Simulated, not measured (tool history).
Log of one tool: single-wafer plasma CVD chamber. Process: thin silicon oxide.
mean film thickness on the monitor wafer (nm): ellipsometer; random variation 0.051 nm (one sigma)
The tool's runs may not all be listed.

run,day,heater temperature setpoint (°C),chamber pressure (mTorr),RF power (kW),deposition time (s),mean film thickness on the monitor wafer (nm)
1,0.000,410,653,0.360,8.18,12.621
2,0.225,410,704,0.360,8.18,13.421
3,0.458,410,638,0.355,8.18,12.252
4,0.700,410,729,0.355,8.18,13.864
5,0.904,410,729,0.355,8.18,13.732
6,0.929,410,729,0.355,8.46,14.359

The next listed run, before its measurement:
7,1.121,410,647,0.350,8.45,?

Run 7 gave mean film thickness on the monitor wafer (nm) 12.644.
